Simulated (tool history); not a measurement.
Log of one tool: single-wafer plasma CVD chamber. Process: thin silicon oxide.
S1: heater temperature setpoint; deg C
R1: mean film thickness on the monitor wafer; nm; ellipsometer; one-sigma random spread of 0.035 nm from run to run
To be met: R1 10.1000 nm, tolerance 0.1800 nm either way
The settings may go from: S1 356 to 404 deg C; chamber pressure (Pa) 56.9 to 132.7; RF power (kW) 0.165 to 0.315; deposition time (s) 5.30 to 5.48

{"run": 1, "hour": 0.0, "S1": 380, "chamber pressure (Pa)": 94.8, "RF power (kW)": 0.24, "deposition time (s)": 5.3, "R1": 7.8524}
{"run": 2, "hour": 3.4, "S1": 380, "chamber pressure (Pa)": 100.4, "RF power (kW)": 0.24, "deposition time (s)": 5.3, "R1": 8.3056}
{"run": 3, "hour": 12.2, "S1": 380, "chamber pressure (Pa)": 104.9, "RF power (kW)": 0.24, "deposition time (s)": 5.3, "R1": 8.6472}
{"run": 4, "hour": 20.5, "S1": 380, "chamber pressure (Pa)": 116.4, "RF power (kW)": 0.24, "deposition time (s)": 5.3, "R1": 9.5419}
{"run": 5, "hour": 24.2, "S1": 380, "chamber pressure (Pa)": 116.4, "RF power (kW)": 0.24, "deposition time (s)": 5.48, "R1": 9.7308}
{"run": 6, "hour": 27.8, "S1": 380, "chamber pressure (Pa)": 116.4, "RF power (kW)": 0.21, "deposition time (s)": 5.48, "R1": 9.0343}
{"run": 7, "hour": 34.8, "S1": 380, "chamber pressure (Pa)": 128.4, "RF power (kW)": 0.21, "deposition time (s)": 5.48, "R1": 9.8624}
{"run": 8, "hour": 35.8, "S1": 380, "chamber pressure (Pa)": 129.1, "RF power (kW)": 0.21, "deposition time (s)": 5.48, "R1": 9.8272}

Of the 4 settings listed for the next run, only one would bring every result within its allowed miss of target. Which one?
{"run": "A", "hour": 36.8, "S1": 385, "chamber pressure (Pa)": 129.9, "RF power (kW)": 0.23, "deposition time (s)": 5.48, "R1": "?"}
{"run": "B", "hour": 36.8, "S1": 387, "chamber pressure (Pa)": 129.2, "RF power (kW)": 0.26, "deposition time (s)": 5.3, "R1": "?"}
{"run": "C", "hour": 36.8, "S1": 379, "chamber pressure (Pa)": 132.4, "RF power (kW)": 0.22, "deposition time (s)": 5.37, "R1": "?"}
{"run": "D", "hour": 36.8, "S1": 404, "chamber pressure (Pa)": 131.9, "RF power (kW)": 0.245, "deposition time (s)": 5.45, "R1": "?"}

move=A R1=10.4080
move=B R1=10.7240
move=C R1=10.1300
move=D R1=10.7440
A: takes the biggest miss from the last run beyond its target
B: takes the biggest miss from the last run beyond its target
C: meets every target
D: takes the biggest miss from the last run beyond its target
Move C is the one to make.

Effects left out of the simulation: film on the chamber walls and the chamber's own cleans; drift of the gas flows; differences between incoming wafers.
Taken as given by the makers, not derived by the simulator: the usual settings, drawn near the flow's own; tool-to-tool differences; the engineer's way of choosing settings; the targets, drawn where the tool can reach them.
